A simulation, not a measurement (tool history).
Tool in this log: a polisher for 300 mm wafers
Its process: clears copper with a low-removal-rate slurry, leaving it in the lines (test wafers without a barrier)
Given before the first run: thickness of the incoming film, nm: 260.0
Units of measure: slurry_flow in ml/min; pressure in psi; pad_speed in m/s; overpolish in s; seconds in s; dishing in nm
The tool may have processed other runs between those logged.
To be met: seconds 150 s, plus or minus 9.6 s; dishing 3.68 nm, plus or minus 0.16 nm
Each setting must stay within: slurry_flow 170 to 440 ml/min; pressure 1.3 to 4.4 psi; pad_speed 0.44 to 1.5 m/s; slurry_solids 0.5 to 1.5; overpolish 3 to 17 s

run	day	slurry_flow	pressure	pad_speed	slurry_solids	overpolish	seconds	dishing
1	0	280	2.8	0.96	1	9	110	14.719
2	0.096	280	2.7	0.9	1	8	122.15	12.06
3	0.421	280	2.7	1.12	1	8	101.03	14.563
4	0.558	285	2.7	1	1	7	108.18	11.747
5	0.75	310	2.6	0.9	1.05	6	127.63	8.9681
6	0.967	330	2.5	0.86	1.1	6	135.49	8.4731
7	1.183	350	2.4	0.82	1.15	6	141.36	7.7163
8	1.442	365	2.3	0.82	1.2	6	146.08	7.6088
9	1.504	375	2.3	0.78	1.25	6	150.16	7.3713
10	1.612	385	2.2	0.78	1.3	6	152.06	6.8835
11	1.846	395	2.1	0.8	1.35	6	157.45	6.8879
12	1.983	400	2.2	0.74	1.35	6	160.87	6.9065
13	2.3	405	2.1	0.8	1.2	6	158.87	6.7144
14	2.571	410	2	0.84	1.1	6	163.76	6.6836
15	2.717	330	2.1	0.6	1.35	3	208.83	2.6677
16	2.862	320	2.2	0.6	1.35	3	197.41	2.8897
17	3.075	320	2.2	0.6	1.35	3	197.55	2.8213
18	3.412	320	2.2	0.6	1.35	3	197.42	2.9183
19	3.762	305	2.3	0.6	1.35	3	193.28	2.9238
20	3.962	295	2.4	0.6	1.35	3	187.32	3.1015
21	4.175	295	2.4	0.6	1.35	3	183.71	3.0215
22	4.296	295	3	0.62	1.35	3	145.11	3.9478
23	4.383	290	3	0.62	1.35	3	147.66	3.9873
24	4.592	285	3	0.62	1.35	3	140.46	3.8666

4 candidate next runs follow, results not yet known. Just one meets every target within its allowed miss. Identify it.
A	4.8	320	2.9	0.68	1.35	3	?	?
B	4.8	295	3.5	0.58	1.1	3	?	?
C	4.8	240	3.5	0.48	1.45	3	?	?
D	4.8	250	3.1	0.62	1.5	3	?	?

move	seconds	dishing
A	132.77	4.0671
B	131.14	4.1207
C	149.6	3.6176
D	135.57	3.9853
A: moves away from the targets compared with the last run
B: moves away from the targets compared with the last run
C: all results land within tolerance of their targets
D: moves away from the targets compared with the last run
Answer: C
